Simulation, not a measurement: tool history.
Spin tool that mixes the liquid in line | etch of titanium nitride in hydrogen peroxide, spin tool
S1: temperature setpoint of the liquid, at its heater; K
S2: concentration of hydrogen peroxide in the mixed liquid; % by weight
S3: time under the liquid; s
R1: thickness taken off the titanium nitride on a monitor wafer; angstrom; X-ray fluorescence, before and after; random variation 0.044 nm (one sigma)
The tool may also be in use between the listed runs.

run,hour,S1,S2,S3,R1
1,0,328.15,15,90,115.27
2,8.3,328.15,15,90,112.47
3,16.2,328.15,15,90,114.9
4,20.8,325.65,15,90,95.317
5,25.5,332.65,15,90,156.02
6,27.3,329.15,15,90,122.29
7,35.3,326.65,15,90,100.41
8,39,324.65,15,90,88.671
9,42.4,323.15,15,90,79.031

Run 10 comes next. What will it give?
10,49,321.65,15,90,?

{"run 10": {"R1": 70.739}}
